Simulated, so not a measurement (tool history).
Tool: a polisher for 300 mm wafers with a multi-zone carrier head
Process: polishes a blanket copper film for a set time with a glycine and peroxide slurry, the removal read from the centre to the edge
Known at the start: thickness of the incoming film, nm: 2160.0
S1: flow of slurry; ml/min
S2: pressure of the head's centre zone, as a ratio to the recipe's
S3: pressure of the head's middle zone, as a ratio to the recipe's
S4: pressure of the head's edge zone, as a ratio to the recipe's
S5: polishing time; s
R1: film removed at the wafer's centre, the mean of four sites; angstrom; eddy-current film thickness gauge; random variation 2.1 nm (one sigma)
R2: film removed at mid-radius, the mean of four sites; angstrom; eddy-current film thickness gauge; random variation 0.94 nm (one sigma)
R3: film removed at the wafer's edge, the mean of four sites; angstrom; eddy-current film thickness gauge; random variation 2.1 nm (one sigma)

run	hour	S1	S2	S3	S4	S5	R1	R2	R3
1	0.0	280	1.00	1.00	1.00	47	1893.0	1901.0	1864.6
2	7.2	275	0.99	0.97	0.97	45	1809.1	1783.8	1741.2
3	15.5	270	0.98	0.94	0.95	44	1715.6	1685.7	1709.8
4	18.8	270	0.98	0.93	0.93	43	1687.4	1640.0	1671.0
5	22.1	270	0.98	0.92	0.91	42	1617.2	1590.7	1611.0
6	27.0	270	0.98	0.97	0.91	42	1645.2	1650.9	1621.9

The next listed run, before its measurement:
7	32.6	270	0.99	0.95	0.90	41	?	?	?

{"run 7": {"R1": 1616.1, "R2": 1592.9, "R3": 1579.0}}

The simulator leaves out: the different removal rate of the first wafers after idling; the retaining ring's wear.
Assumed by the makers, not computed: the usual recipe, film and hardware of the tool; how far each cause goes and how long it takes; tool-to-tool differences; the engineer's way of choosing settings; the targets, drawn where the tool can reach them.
